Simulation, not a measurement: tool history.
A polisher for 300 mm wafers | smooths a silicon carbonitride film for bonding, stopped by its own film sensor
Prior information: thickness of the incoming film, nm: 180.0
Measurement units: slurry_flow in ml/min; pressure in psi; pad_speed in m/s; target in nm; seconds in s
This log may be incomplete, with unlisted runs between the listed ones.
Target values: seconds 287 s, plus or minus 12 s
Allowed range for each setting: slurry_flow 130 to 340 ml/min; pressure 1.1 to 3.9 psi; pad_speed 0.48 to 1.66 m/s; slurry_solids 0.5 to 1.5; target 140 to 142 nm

Run 1, hour 0: slurry_flow 220 ml/min, pressure 2.5 psi, pad_speed 1.06 m/s, slurry_solids 1, target 142 nm. Result: seconds 129.29 s.
Run 2, hour 8.5: slurry_flow 220 ml/min, pressure 2 psi, pad_speed 0.96 m/s, slurry_solids 1, target 142 nm. Result: seconds 170.96 s.
Run 3, hour 17.5: slurry_flow 220 ml/min, pressure 2 psi, pad_speed 0.96 m/s, slurry_solids 1.15, target 142 nm. Result: seconds 162.31 s.
Run 4, hour 22.1: slurry_flow 220 ml/min, pressure 2 psi, pad_speed 0.96 m/s, slurry_solids 1.15, target 142 nm. Result: seconds 164.31 s.
Run 5, hour 29.1: slurry_flow 220 ml/min, pressure 1.7 psi, pad_speed 0.88 m/s, slurry_solids 1.15, target 142 nm. Result: seconds 205.45 s.
Run 6, hour 36.9: slurry_flow 220 ml/min, pressure 1.5 psi, pad_speed 0.86 m/s, slurry_solids 1.15, target 142 nm. Result: seconds 227.16 s.
Run 7, hour 43.4: slurry_flow 220 ml/min, pressure 1.4 psi, pad_speed 0.84 m/s, slurry_solids 1.15, target 142 nm. Result: seconds 254.41 s.
Run 8, hour 47.6: slurry_flow 220 ml/min, pressure 1.3 psi, pad_speed 0.84 m/s, slurry_solids 1.15, target 142 nm. Result: seconds 271.44 s.

4 candidate next runs follow, results not yet known. Just one meets every target within its allowed miss. Identify it.
Run A, hour 51.8: slurry_flow 245 ml/min, pressure 1.9 psi, pad_speed 0.56 m/s, slurry_solids 1.05, target 142 nm. Result: seconds ?.
Run B, hour 51.8: slurry_flow 195 ml/min, pressure 1.2 psi, pad_speed 0.88 m/s, slurry_solids 1.25, target 141 nm. Result: seconds ?.
Run C, hour 51.8: slurry_flow 210 ml/min, pressure 1.6 psi, pad_speed 0.76 m/s, slurry_solids 1.05, target 141 nm. Result: seconds ?.
Run D, hour 51.8: slurry_flow 200 ml/min, pressure 1.6 psi, pad_speed 0.82 m/s, slurry_solids 1.15, target 140 nm. Result: seconds ?.

move  seconds
   A   251.08
   B   285.22
   C   253.46
   D   240.19
A: further off than the last run
B: all results in spec
C: further off than the last run
D: further off than the last run
The move that meets every target is B.
